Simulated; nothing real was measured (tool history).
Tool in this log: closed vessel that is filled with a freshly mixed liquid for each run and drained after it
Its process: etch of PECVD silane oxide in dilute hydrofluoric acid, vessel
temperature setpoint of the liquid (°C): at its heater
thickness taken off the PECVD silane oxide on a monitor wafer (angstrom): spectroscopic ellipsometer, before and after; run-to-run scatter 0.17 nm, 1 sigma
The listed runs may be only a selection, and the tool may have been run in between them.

| run | day | temperature setpoint of the liquid (°C) | parts of water to one part of 49 % hydrofluoric acid (parts by volume) | time in the liquid (s) | thickness taken off the PECVD silane oxide on a monitor wafer (angstrom) |
|---|---|---|---|---|---|
| 1 | 0 | 25 | 70 | 95 | 608.47 |
| 2 | 0.35 | 25 | 80 | 95 | 523.82 |
| 3 | 0.421 | 22 | 80 | 95 | 464.21 |
| 4 | 0.696 | 21.5 | 80 | 95 | 459.17 |
| 5 | 0.762 | 21.5 | 65 | 95 | 573.51 |
| 6 | 1.029 | 20.5 | 65 | 95 | 550.21 |
| 7 | 1.1 | 19.5 | 65 | 95 | 525.95 |
| 8 | 1.379 | 19 | 65 | 95 | 513.3 |

Run 9, settings as shown, results not yet in. Your forecast:
| 9 | 1.521 | 18.5 | 65 | 95 | ? |

{"run 9": {"thickness taken off the PECVD silane oxide on a monitor wafer (angstrom)": 502.89}}

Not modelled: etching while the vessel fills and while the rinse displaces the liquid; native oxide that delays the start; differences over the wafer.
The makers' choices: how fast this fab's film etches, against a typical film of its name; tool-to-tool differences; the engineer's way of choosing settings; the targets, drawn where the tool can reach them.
